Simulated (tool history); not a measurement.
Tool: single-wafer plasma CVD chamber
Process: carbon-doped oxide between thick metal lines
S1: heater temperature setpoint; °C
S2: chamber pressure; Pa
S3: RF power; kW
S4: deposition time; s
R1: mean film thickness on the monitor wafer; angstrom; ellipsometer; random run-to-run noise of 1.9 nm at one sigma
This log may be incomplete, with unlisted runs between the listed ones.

run	hour	S1	S2	S3	S4	R1
1	0	325	931	0.465	211	10141
2	5.8	325	1087	0.465	211	10248
3	6.9	325	1087	0.425	211	9441.5
4	13.5	327	1081	0.415	211	9176.6
5	18.7	329	1076	0.41	211	9031.9
6	26.3	331	1071	0.405	211	8858.7
7	27.3	333	1065	0.4	211	8694.4
8	33.1	334	1061	0.4	211	8665.2
9	40.4	335	1057	0.4	211	8660.9

What does the tool deliver on the next run?
10	46.9	336	1055	0.395	211	?

R1: 8527.5 angstrom
